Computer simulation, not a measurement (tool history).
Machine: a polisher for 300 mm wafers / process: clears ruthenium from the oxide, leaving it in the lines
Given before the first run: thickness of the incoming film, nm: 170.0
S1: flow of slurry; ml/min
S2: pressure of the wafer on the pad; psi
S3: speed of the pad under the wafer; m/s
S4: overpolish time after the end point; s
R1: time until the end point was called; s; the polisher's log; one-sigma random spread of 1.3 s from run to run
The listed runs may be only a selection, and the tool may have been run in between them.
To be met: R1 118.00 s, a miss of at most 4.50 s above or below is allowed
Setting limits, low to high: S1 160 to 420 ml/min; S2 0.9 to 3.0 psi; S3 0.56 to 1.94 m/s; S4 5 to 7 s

run,day,S1,S2,S3,S4,R1
1,0.000,270,1.9,1.24,7,156.55
2,0.229,270,1.7,1.24,7,170.87
3,0.346,270,1.8,1.24,7,166.03
4,0.596,270,1.5,1.24,7,193.69
5,0.825,270,1.5,1.12,7,210.15
6,1.038,240,1.5,1.12,7,219.52
7,1.200,260,1.7,1.12,7,190.18
8,1.438,310,2.3,1.14,7,135.48
9,1.479,315,2.5,1.14,7,123.74

Consider the 4 candidate settings below. Which is the only one whose results all fall within their allowed miss of target?
A,1.521,330,2.2,1.24,6,?
B,1.521,275,3.0,1.12,5,?
C,1.521,285,2.5,1.22,7,?
D,1.521,295,2.4,1.16,5,?

move,R1
A,131.01
B,108.67
C,119.13
D,129.73
A: misses by more than the last run did
B: moves the result that the last run missed by most past its target, out the other side
C: all results in spec
D: misses by more than the last run did
So the answer is move C, the one that meets all the targets.
